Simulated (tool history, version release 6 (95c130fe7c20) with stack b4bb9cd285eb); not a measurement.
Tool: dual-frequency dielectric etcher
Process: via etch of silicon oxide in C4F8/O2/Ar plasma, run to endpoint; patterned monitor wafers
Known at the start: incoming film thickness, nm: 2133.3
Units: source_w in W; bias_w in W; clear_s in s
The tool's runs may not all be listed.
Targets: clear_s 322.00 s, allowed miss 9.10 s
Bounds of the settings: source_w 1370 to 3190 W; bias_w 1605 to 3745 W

{"run": 1, "day": 0.0, "source_w": 2280, "bias_w": 2675, "clear_s": 390.48}
{"run": 2, "day": 0.338, "source_w": 2440, "bias_w": 2778, "clear_s": 379.4}
{"run": 3, "day": 0.658, "source_w": 2580, "bias_w": 2910, "clear_s": 364.81}
{"run": 4, "day": 1.004, "source_w": 2360, "bias_w": 2910, "clear_s": 378.13}
{"run": 5, "day": 1.371, "source_w": 2660, "bias_w": 2910, "clear_s": 356.74}
{"run": 6, "day": 1.729, "source_w": 2660, "bias_w": 3342, "clear_s": 345.34}
{"run": 7, "day": 2.033, "source_w": 2720, "bias_w": 3373, "clear_s": 338.08}
{"run": 8, "day": 2.125, "source_w": 2760, "bias_w": 3393, "clear_s": 339.14}
{"run": 9, "day": 2.45, "source_w": 2810, "bias_w": 3419, "clear_s": 335.79}

5 next moves are on the table. One of them brings every result within its allowed miss. Which?
{"run": "A", "day": 2.775, "source_w": 2960, "bias_w": 3597, "clear_s": "?"}
{"run": "B", "day": 2.775, "source_w": 2690, "bias_w": 3337, "clear_s": "?"}
{"run": "C", "day": 2.775, "source_w": 2720, "bias_w": 3433, "clear_s": "?"}
{"run": "D", "day": 2.775, "source_w": 2530, "bias_w": 3688, "clear_s": "?"}
{"run": "E", "day": 2.775, "source_w": 2640, "bias_w": 3408, "clear_s": "?"}

move=A clear_s=321.04
move=B clear_s=341.76
move=C clear_s=337.37
move=D clear_s=340.82
move=E clear_s=342.45
A: meets every target
B: further off than the last run
C: further off than the last run
D: further off than the last run
E: further off than the last run
Answer: A
